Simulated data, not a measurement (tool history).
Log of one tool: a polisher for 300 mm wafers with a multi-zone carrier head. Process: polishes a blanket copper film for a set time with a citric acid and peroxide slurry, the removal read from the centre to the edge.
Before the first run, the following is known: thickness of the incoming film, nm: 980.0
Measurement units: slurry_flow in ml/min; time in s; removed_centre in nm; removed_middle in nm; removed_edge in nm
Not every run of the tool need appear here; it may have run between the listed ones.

run  hour  slurry_flow  centre_zone  middle_zone  edge_zone  slurry_solids  time  removed_centre  removed_middle  removed_edge
  1     0          245            1            1          1              1    72          124.32          123.89        126.56
  2   5.4          245            1         0.94          1              1    72          123.93          115.88        125.25
  3  12.8          245         1.06         0.94          1              1    72          131.68          118.25        125.73
  4  17.2          240         1.03         0.96       0.98            0.9    70          121.72          111.89        120.28
  5  20.3          240         1.03         0.96       0.98            0.9    54          94.114          88.325        92.008
  6  29.1          235         1.02         0.98       0.97            0.9    54          94.691          88.723        91.186

Run 7 is up next; what results do you expect?
  7  35.9          235            1         1.01       0.97            0.9    54               ?               ?             ?

{"run 7": {"removed_centre": 91.826, "removed_middle": 90.434, "removed_edge": 90.843}}
